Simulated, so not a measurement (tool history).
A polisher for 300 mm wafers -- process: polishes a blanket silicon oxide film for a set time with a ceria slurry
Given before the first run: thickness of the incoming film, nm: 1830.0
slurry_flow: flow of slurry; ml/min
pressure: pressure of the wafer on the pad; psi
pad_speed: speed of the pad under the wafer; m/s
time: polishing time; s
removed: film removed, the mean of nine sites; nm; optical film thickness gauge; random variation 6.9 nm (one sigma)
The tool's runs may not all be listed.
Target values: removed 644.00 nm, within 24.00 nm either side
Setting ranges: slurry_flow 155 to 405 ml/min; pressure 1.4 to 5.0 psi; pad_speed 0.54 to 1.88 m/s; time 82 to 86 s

Run 1, hour 0.0: slurry_flow 260 ml/min, pressure 3.2 psi, pad_speed 1.20 m/s, time 82 s. Result: removed 397.73 nm.
Run 2, hour 1.5: slurry_flow 260 ml/min, pressure 3.8 psi, pad_speed 1.20 m/s, time 82 s. Result: removed 455.20 nm.
Run 3, hour 6.5: slurry_flow 230 ml/min, pressure 3.8 psi, pad_speed 1.20 m/s, time 82 s. Result: removed 459.22 nm.
Run 4, hour 8.5: slurry_flow 230 ml/min, pressure 4.0 psi, pad_speed 1.22 m/s, time 82 s. Result: removed 482.69 nm.
Run 5, hour 15.3: slurry_flow 230 ml/min, pressure 4.2 psi, pad_speed 1.24 m/s, time 82 s. Result: removed 499.81 nm.
Run 6, hour 22.0: slurry_flow 230 ml/min, pressure 3.5 psi, pad_speed 1.24 m/s, time 82 s. Result: removed 446.04 nm.
Run 7, hour 27.6: slurry_flow 230 ml/min, pressure 3.8 psi, pad_speed 1.26 m/s, time 82 s. Result: removed 471.38 nm.
Run 8, hour 36.3: slurry_flow 230 ml/min, pressure 4.0 psi, pad_speed 1.28 m/s, time 82 s. Result: removed 502.47 nm.
At hour 45.1: worn pad replaced by a new one.
Run 9, hour 45.1: slurry_flow 230 ml/min, pressure 4.2 psi, pad_speed 1.30 m/s, time 82 s. Result: removed 561.08 nm.

Exactly one of the 5 candidate moves below puts every result within its allowed miss. Which one?
Run A, hour 53.9: slurry_flow 205 ml/min, pressure 4.1 psi, pad_speed 1.00 m/s, time 82 s. Result: removed ?.
Run B, hour 53.9: slurry_flow 275 ml/min, pressure 3.7 psi, pad_speed 1.18 m/s, time 82 s. Result: removed ?.
Run C, hour 53.9: slurry_flow 215 ml/min, pressure 4.2 psi, pad_speed 1.42 m/s, time 86 s. Result: removed ?.
Run D, hour 53.9: slurry_flow 230 ml/min, pressure 4.1 psi, pad_speed 1.02 m/s, time 82 s. Result: removed ?.
Run E, hour 53.9: slurry_flow 280 ml/min, pressure 4.0 psi, pad_speed 1.00 m/s, time 85 s. Result: removed ?.

move  removed
   A   467.14
   B   494.06
   C   641.56
   D   478.08
   E   487.17
A: further off than the last run
B: further off than the last run
C: hits every target within its allowed miss
D: further off than the last run
E: further off than the last run
C meets every target.

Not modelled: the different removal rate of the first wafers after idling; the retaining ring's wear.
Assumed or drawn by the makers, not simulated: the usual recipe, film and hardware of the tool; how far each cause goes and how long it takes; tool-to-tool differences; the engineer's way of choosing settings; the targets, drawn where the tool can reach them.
